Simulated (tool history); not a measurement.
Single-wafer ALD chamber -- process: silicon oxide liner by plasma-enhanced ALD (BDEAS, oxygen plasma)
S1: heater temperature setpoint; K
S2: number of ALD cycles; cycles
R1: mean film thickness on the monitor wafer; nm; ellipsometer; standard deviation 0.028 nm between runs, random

run 1 hour=0 | S1=588.15 S2=68 | R1=6.3432
run 2 hour=6.9 | S1=588.15 S2=75 | R1=6.9965
run 3 hour=11.7 | S1=588.15 S2=81 | R1=7.5548
run 4 hour=18.8 | S1=583.15 S2=81 | R1=7.6868
run 5 hour=19.9 | S1=585.15 S2=79 | R1=7.4153
run 6 hour=22.6 | S1=586.15 S2=77 | R1=7.2401
run 7 hour=26.9 | S1=587.15 S2=75 | R1=7.0498
run 8 hour=27.9 | S1=588.15 S2=73 | R1=6.8228

Estimate the outcome of run 9 from the log above:
run 9 hour=30.5 | S1=589.15 S2=72 | R1=?

R1: 6.6771 nm

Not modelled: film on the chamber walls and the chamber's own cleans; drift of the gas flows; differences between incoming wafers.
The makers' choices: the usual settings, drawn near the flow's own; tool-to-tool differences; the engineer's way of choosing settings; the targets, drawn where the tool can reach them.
